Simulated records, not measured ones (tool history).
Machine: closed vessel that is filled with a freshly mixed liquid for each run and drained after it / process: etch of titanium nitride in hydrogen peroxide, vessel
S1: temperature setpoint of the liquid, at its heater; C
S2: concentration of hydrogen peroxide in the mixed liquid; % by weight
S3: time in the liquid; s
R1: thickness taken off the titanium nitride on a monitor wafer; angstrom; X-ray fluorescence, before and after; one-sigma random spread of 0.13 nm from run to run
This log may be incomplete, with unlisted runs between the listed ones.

| run | hour | S1 | S2 | S3 | R1 |
|---|---|---|---|---|---|
| 1 | 0 | 55 | 16 | 100 | 109.38 |
| 2 | 5.6 | 55 | 18.5 | 100 | 112.99 |
| 3 | 13.2 | 57 | 18.5 | 100 | 131.28 |
| 4 | 17.6 | 61.5 | 18.5 | 100 | 177.57 |
| 5 | 18.4 | 61.5 | 20.5 | 100 | 181.9 |
| 6 | 21.1 | 61.5 | 17.5 | 100 | 177.28 |
| 7 | 29.5 | 62.5 | 17.5 | 100 | 186.02 |
| 8 | 33.3 | 63 | 17.5 | 100 | 194.3 |
| 9 | 37.6 | 63.5 | 17.5 | 100 | 199.28 |
| 10 | 38.6 | 64 | 17.5 | 100 | 206.76 |
| 11 | 39.6 | 64.5 | 17.5 | 100 | 213.05 |

Forecast run 12:
| 12 | 42.8 | 65 | 17.5 | 100 | ? |

{"run 12": {"R1": 221.1}}
